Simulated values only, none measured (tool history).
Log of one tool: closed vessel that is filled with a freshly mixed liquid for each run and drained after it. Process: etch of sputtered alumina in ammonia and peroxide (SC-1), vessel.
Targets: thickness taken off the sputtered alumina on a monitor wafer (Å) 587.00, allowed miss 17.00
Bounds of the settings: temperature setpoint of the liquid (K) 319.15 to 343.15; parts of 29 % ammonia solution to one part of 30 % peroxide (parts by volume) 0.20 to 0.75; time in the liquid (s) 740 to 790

run,hour,temperature setpoint of the liquid (K),parts of 29 % ammonia solution to one part of 30 % peroxide (parts by volume),time in the liquid (s),thickness taken off the sputtered alumina on a monitor wafer (Å)
1,0.0,335.15,0.45,740,825.11
2,8.5,334.15,0.45,740,778.31
3,15.1,334.15,0.45,790,839.03
4,22.9,339.15,0.45,790,1061.30
# hour 31.9: ammonia flow meter replaced
5,31.9,339.15,0.55,790,1086.40
6,36.2,337.15,0.55,790,1004.60
7,38.5,329.15,0.55,785,665.12
8,43.9,326.15,0.55,785,555.51

4 next moves are on the table. One of them brings every result within its allowed miss. Which?
A,49.3,328.15,0.55,790,?
B,49.3,326.65,0.60,785,?
C,49.3,328.15,0.50,790,?
D,49.3,328.65,0.55,760,?

move,thickness taken off the sputtered alumina on a monitor wafer (Å)
A,627.28
B,580.09
C,621.63
D,619.67
A: takes the result that was furthest off past its target
B: meets every target
C: takes the result that was furthest off past its target
D: takes the result that was furthest off past its target
The right move is B.
